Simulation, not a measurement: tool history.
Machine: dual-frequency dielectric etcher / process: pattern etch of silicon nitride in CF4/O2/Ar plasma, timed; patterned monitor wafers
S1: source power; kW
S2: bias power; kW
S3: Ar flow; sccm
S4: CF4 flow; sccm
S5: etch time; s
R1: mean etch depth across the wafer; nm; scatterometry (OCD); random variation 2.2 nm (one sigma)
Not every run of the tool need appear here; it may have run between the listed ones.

run,hour,S1,S2,S3,S4,S5,R1
1,0,0.47,0.042,111,123,238,453.71
2,4,0.47,0.048,111,123,238,480.68
3,5.9,0.44,0.048,111,123,238,455.9
4,10.6,0.44,0.051,111,123,238,461.57
5,15.2,0.48,0.051,111,123,238,499.68
6,17,0.48,0.051,98,123,238,509.65
7,25.8,0.44,0.051,98,123,238,471.01
8,30.1,0.41,0.051,98,123,238,450.41
9,33.8,0.39,0.051,98,123,238,431.41
10,37.7,0.38,0.051,98,123,238,426.08
11,40,0.37,0.051,98,123,238,415.66

Estimate the outcome of run 12 from the log above:
12,40.9,0.36,0.051,98,123,238,?

{"run 12": {"R1": 407.94}}
